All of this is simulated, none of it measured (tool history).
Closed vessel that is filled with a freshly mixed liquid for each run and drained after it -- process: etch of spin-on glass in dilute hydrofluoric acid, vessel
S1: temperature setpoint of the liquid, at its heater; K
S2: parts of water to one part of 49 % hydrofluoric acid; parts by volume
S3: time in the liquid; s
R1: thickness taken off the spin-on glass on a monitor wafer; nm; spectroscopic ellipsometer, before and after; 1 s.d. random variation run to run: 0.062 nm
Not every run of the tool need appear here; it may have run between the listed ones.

Run 1, day 0.000: S1 299.15 K, S2 145 parts by volume, S3 30 s. Result: R1 7.6466 nm.
Run 2, day 0.350: S1 300.15 K, S2 145 parts by volume, S3 30 s. Result: R1 8.0563 nm.
Run 3, day 0.421: S1 297.15 K, S2 145 parts by volume, S3 30 s. Result: R1 7.2096 nm.
Run 4, day 0.700: S1 298.15 K, S2 145 parts by volume, S3 30 s. Result: R1 7.5101 nm.
Run 5, day 0.962: S1 296.65 K, S2 145 parts by volume, S3 30 s. Result: R1 7.1635 nm.
Run 6, day 1.129: S1 297.65 K, S2 145 parts by volume, S3 30 s. Result: R1 7.3682 nm.
Run 7, day 1.512: S1 301.65 K, S2 140 parts by volume, S3 30 s. Result: R1 8.8630 nm.

Run 8, settings as shown, results not yet in. Your forecast:
Run 8, day 1.821: S1 302.15 K, S2 140 parts by volume, S3 30 s. Result: R1 ?.

{"run 8": {"R1": 9.0426}}

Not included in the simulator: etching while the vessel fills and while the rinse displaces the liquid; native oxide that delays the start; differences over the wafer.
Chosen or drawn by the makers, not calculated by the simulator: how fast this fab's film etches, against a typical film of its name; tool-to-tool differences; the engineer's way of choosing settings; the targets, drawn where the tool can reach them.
